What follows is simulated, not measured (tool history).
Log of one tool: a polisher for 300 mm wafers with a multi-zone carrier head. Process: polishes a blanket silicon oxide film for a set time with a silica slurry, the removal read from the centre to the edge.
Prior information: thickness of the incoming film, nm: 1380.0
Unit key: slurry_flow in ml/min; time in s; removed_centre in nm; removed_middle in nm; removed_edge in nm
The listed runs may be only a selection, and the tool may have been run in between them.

run,day,slurry_flow,centre_zone,middle_zone,edge_zone,slurry_solids,time,removed_centre,removed_middle,removed_edge
1,0.000,275,1.00,1.00,1.00,1.00,70,243.54,252.09,244.48
2,0.196,285,1.00,1.02,1.02,1.00,70,242.14,252.34,246.82
3,0.229,285,1.00,1.02,1.02,1.15,70,260.19,268.32,261.37
4,0.462,290,1.00,1.04,1.03,1.15,70,264.23,275.30,267.65
5,0.704,290,1.00,1.04,1.03,1.35,70,277.08,296.79,281.27
6,0.888,290,1.00,1.04,1.03,1.35,55,218.16,231.92,224.34
7,1.233,295,1.00,1.06,1.04,1.35,56,220.70,238.94,225.07
8,1.446,295,1.00,1.06,1.04,1.35,56,221.18,239.37,229.31
9,1.575,300,1.00,1.08,1.05,1.35,57,227.79,245.28,230.25

Run 10 is up next; what results do you expect?
10,1.658,295,0.99,1.09,1.05,1.35,58,?,?,?

{"run 10": {"removed_centre": 229.14, "removed_middle": 248.99, "removed_edge": 237.51}}
